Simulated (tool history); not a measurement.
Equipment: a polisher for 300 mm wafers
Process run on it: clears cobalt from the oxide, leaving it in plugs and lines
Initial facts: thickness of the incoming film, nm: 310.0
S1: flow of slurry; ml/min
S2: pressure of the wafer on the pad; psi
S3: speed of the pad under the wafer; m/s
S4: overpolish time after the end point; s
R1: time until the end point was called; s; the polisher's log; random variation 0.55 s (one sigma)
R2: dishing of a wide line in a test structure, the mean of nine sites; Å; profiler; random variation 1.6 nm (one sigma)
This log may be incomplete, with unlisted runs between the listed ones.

{"run": 1, "hour": 0.0, "S1": 200, "S2": 2.2, "S3": 1.28, "S4": 24, "R1": 47.457, "R2": 627.39}
{"run": 2, "hour": 4.4, "S1": 200, "S2": 1.7, "S3": 1.28, "S4": 24, "R1": 57.617, "R2": 568.25}
{"run": 3, "hour": 10.6, "S1": 200, "S2": 2.0, "S3": 1.3, "S4": 22, "R1": 50.366, "R2": 570.03}
{"run": 4, "hour": 11.3, "S1": 200, "S2": 2.0, "S3": 1.0, "S4": 22, "R1": 63.817, "R2": 505.05}
{"run": 5, "hour": 19.9, "S1": 200, "S2": 2.3, "S3": 1.04, "S4": 21, "R1": 55.166, "R2": 538.85}
{"run": 6, "hour": 24.4, "S1": 200, "S2": 2.5, "S3": 1.08, "S4": 20, "R1": 50.958, "R2": 553.3}

Predict the results of run 7:
{"run": 7, "hour": 29.1, "S1": 205, "S2": 3.1, "S3": 1.4, "S4": 21, "R1": "?", "R2": "?"}

{"run 7": {"R1": 33.739, "R2": 642.25}}
